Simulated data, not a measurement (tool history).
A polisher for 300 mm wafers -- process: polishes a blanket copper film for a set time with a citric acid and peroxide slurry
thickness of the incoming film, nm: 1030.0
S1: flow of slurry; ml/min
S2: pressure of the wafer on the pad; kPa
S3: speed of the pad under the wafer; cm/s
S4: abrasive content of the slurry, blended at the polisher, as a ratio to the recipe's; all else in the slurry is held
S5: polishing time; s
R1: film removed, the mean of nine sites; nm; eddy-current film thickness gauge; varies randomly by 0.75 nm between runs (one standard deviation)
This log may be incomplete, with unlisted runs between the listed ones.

{"run": 1, "hour": 0.0, "S1": 135, "S2": 19.3, "S3": 120, "S4": 1.0, "S5": 42, "R1": 82.701}
{"run": 2, "hour": 1.8, "S1": 135, "S2": 19.3, "S3": 120, "S4": 0.85, "S5": 42, "R1": 80.782}
{"run": 3, "hour": 4.5, "S1": 135, "S2": 19.3, "S3": 120, "S4": 0.85, "S5": 42, "R1": 78.958}
{"run": 4, "hour": 11.5, "S1": 135, "S2": 19.3, "S3": 130, "S4": 0.85, "S5": 42, "R1": 85.919}
{"run": 5, "hour": 17.6, "S1": 140, "S2": 20.0, "S3": 130, "S4": 0.85, "S5": 42, "R1": 90.014}
{"run": 6, "hour": 22.2, "S1": 145, "S2": 20.7, "S3": 130, "S4": 0.85, "S5": 42, "R1": 93.533}
{"run": 7, "hour": 27.1, "S1": 150, "S2": 21.4, "S3": 130, "S4": 0.85, "S5": 42, "R1": 96.875}
{"run": 8, "hour": 33.1, "S1": 150, "S2": 22.1, "S3": 130, "S4": 0.85, "S5": 42, "R1": 100.74}

What does the tool deliver on the next run?
{"run": 9, "hour": 36.0, "S1": 160, "S2": 23.4, "S3": 130, "S4": 0.85, "S5": 42, "R1": "?"}

Run 9 yielded R1 107.150 nm.
